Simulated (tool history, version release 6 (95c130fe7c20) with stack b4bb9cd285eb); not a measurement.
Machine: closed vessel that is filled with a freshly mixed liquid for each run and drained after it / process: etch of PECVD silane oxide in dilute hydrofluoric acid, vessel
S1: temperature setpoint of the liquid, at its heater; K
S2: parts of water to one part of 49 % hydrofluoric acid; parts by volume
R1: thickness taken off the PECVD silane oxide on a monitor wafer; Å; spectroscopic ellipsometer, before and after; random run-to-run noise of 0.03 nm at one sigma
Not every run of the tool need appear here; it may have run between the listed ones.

{"run": 1, "hour": 0.0, "S1": 293.15, "S2": 215, "time in the liquid (s)": 30, "R1": 56.308}
{"run": 2, "hour": 2.0, "S1": 295.65, "S2": 215, "time in the liquid (s)": 30, "R1": 61.053}
{"run": 3, "hour": 8.8, "S1": 293.15, "S2": 215, "time in the liquid (s)": 30, "R1": 56.526}
{"run": 4, "hour": 15.3, "S1": 293.15, "S2": 215, "time in the liquid (s)": 30, "R1": 54.959}
{"run": 5, "hour": 23.8, "S1": 293.15, "S2": 185, "time in the liquid (s)": 30, "R1": 67.847}
{"run": 6, "hour": 27.1, "S1": 292.65, "S2": 200, "time in the liquid (s)": 30, "R1": 61.062}
{"run": 7, "hour": 33.3, "S1": 292.15, "S2": 215, "time in the liquid (s)": 30, "R1": 54.469}
{"run": 8, "hour": 42.0, "S1": 292.15, "S2": 215, "time in the liquid (s)": 30, "R1": 54.016}

Run 9 has not been measured yet. What should we expect?
{"run": 9, "hour": 48.3, "S1": 291.65, "S2": 225, "time in the liquid (s)": 30, "R1": "?"}

Run 9 measured R1 50.228 Å.
